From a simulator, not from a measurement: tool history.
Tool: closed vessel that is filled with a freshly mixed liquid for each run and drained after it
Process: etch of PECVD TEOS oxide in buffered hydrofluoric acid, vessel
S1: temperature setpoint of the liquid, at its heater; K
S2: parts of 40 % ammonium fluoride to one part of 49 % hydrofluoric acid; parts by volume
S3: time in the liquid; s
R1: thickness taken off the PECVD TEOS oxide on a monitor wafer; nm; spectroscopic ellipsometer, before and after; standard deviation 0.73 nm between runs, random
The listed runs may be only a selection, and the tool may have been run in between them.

{"run": 1, "hour": 0.0, "S1": 295.15, "S2": 11, "S3": 100, "R1": 106.05}
{"run": 2, "hour": 8.4, "S1": 292.15, "S2": 11, "S3": 100, "R1": 91.175}
{"run": 3, "hour": 12.2, "S1": 294.15, "S2": 11, "S3": 100, "R1": 98.833}
{"run": 4, "hour": 20.7, "S1": 294.15, "S2": 11, "S3": 100, "R1": 101.46}
{"run": 5, "hour": 25.1, "S1": 294.15, "S2": 9, "S3": 100, "R1": 117.54}
{"run": 6, "hour": 27.9, "S1": 294.15, "S2": 11, "S3": 100, "R1": 102.2}
{"run": 7, "hour": 31.0, "S1": 293.65, "S2": 11, "S3": 100, "R1": 97.101}
{"run": 8, "hour": 37.9, "S1": 293.15, "S2": 11, "S3": 100, "R1": 94.791}
{"run": 9, "hour": 42.2, "S1": 292.65, "S2": 11, "S3": 100, "R1": 92.209}

Expected results for the next run?
{"run": 10, "hour": 48.6, "S1": 291.15, "S2": 11, "S3": 100, "R1": "?"}

Run 10 produced R1 85.672 nm.

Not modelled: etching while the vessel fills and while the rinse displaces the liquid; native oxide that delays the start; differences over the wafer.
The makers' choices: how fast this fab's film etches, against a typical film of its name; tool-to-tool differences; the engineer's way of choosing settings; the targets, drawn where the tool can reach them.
